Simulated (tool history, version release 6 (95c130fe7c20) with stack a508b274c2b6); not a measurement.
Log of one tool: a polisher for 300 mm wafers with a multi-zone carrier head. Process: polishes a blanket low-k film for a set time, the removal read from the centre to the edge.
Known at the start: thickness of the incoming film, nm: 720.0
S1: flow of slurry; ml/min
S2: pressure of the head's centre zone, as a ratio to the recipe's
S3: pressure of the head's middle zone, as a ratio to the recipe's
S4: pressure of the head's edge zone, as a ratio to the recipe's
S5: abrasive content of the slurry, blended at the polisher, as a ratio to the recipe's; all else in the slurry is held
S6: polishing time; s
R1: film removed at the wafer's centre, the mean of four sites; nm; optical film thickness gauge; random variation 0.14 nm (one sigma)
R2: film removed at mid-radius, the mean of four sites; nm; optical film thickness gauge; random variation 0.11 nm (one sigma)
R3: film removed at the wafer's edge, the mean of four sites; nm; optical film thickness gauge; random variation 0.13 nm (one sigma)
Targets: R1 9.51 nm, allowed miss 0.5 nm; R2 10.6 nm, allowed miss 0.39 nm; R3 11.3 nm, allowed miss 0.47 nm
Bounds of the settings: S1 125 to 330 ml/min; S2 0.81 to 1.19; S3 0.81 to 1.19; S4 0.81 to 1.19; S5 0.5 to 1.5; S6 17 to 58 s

| run | hour | S1 | S2 | S3 | S4 | S5 | S6 | R1 | R2 | R3 |
|---|---|---|---|---|---|---|---|---|---|---|
| 1 | 0 | 210 | 1 | 1 | 1 | 1 | 37 | 12.312 | 12.144 | 12.464 |
| 2 | 8.4 | 205 | 0.97 | 0.99 | 0.99 | 0.95 | 37 | 11.602 | 11.588 | 12.408 |
| 3 | 16.7 | 205 | 0.96 | 1 | 0.98 | 0.9 | 37 | 11.327 | 11.772 | 11.822 |
| 4 | 24.4 | 200 | 0.94 | 0.99 | 0.98 | 0.9 | 37 | 10.922 | 11.5 | 11.883 |
| 5 | 33.4 | 200 | 0.94 | 0.99 | 1.03 | 0.9 | 37 | 10.912 | 11.615 | 12.02 |
| 6 | 37.4 | 200 | 0.94 | 0.99 | 1.03 | 0.9 | 28 | 8.3791 | 8.7196 | 9.0864 |
| 7 | 44.4 | 205 | 0.93 | 0.99 | 1.04 | 0.95 | 28 | 8.2035 | 9.0048 | 9.5639 |
| 8 | 52.6 | 210 | 0.94 | 1 | 1.05 | 1 | 28 | 8.6762 | 9.3807 | 9.8859 |
| 9 | 57.3 | 220 | 0.94 | 1 | 1.06 | 1.05 | 28 | 8.901 | 9.4892 | 10.149 |
| 10 | 66.3 | 225 | 0.94 | 1.01 | 1.07 | 1.1 | 28 | 8.9764 | 9.4608 | 10.102 |
| 11 | 72.7 | 225 | 0.93 | 1.02 | 1.07 | 1.15 | 28 | 9.1155 | 9.8648 | 10.218 |
| 12 | 75 | 225 | 0.93 | 1.02 | 1.07 | 1.15 | 28 | 9.1277 | 9.8836 | 10.243 |
| 13 | 76.1 | 225 | 0.92 | 1.02 | 1.08 | 1.2 | 28 | 9.3037 | 9.9698 | 10.568 |
| 14 | 84.7 | 225 | 0.91 | 1.02 | 1.09 | 1.2 | 28 | 8.8821 | 10.088 | 10.694 |

Which of these 5 next moves meets every target?
| A | 93.3 | 220 | 0.92 | 1.01 | 1.1 | 1.15 | 30 | ? | ? | ? |
| B | 93.3 | 225 | 0.88 | 1.13 | 1.09 | 0.85 | 30 | ? | ? | ? |
| C | 93.3 | 245 | 1.03 | 1.04 | 1.01 | 1.2 | 26 | ? | ? | ? |
| D | 93.3 | 235 | 0.89 | 1.08 | 1.17 | 1.15 | 25 | ? | ? | ? |
| E | 93.3 | 265 | 0.93 | 1.16 | 1.02 | 1.15 | 27 | ? | ? | ? |

| move | R1 | R2 | R3 |
|---|---|---|---|
| A | 9.3985 | 10.616 | 11.054 |
| B | 8.0787 | 10.494 | 9.86 |
| C | 9.3683 | 9.6635 | 9.3859 |
| D | 7.6303 | 9.4236 | 9.543 |
| E | 8.7228 | 10.938 | 9.685 |
A: meets every target
B: brings the result that was furthest off to its target, and leaves another outside
C: further off than the last run
D: further off than the last run
E: brings the result that was furthest off to its target, and leaves another outside
Move A is the one to make.
